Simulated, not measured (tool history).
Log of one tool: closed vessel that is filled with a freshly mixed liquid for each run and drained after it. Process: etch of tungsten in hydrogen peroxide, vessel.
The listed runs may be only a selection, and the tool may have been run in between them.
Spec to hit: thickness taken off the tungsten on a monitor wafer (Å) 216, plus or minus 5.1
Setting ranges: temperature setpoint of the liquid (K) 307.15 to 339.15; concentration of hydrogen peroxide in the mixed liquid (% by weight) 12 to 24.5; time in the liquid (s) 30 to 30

run	day	temperature setpoint of the liquid (K)	concentration of hydrogen peroxide in the mixed liquid (% by weight)	time in the liquid (s)	thickness taken off the tungsten on a monitor wafer (Å)
1	0	323.15	16.5	30	346.82
2	0.167	321.65	16.5	30	319.03
3	0.504	321.65	16.5	30	322.33
4	0.629	320.65	16.5	30	299.63
5	0.979	320.65	16.5	30	301.14
6	1.192	320.65	19.5	30	324.97
7	1.242	319.65	19.5	30	301.85
8	1.433	318.65	19.5	30	289.54
9	1.554	318.65	19.5	30	289.67
10	1.742	317.65	19.5	30	272.12
11	1.958	317.15	19.5	30	263.42
12	2.175	316.65	19.5	30	251.67
13	2.412	316.65	19.5	30	251.53
14	2.538	316.15	19.5	30	242.23
15	2.675	315.65	19.5	30	238.09
16	2.817	315.65	19.5	30	239.48
17	2.929	315.15	19.5	30	229.45

Which one of the following 5 next-run settings gets every result inside its allowed miss? There is exactly one.
A	3.042	316.15	17	30	?
B	3.042	313.15	19	30	?
C	3.042	314.65	17	30	?
D	3.042	313.65	20.5	30	?
E	3.042	318.15	14	30	?

move	thickness taken off the tungsten on a monitor wafer (Å)
A	228.53
B	199.12
C	207.56
D	213.66
E	235.46
A: better than the last run, though not everything is in spec
B: takes the result that was furthest off past its target
C: takes the result that was furthest off past its target
D: meets every target
E: lands further from the targets than the last run did
The move that meets every target is D.

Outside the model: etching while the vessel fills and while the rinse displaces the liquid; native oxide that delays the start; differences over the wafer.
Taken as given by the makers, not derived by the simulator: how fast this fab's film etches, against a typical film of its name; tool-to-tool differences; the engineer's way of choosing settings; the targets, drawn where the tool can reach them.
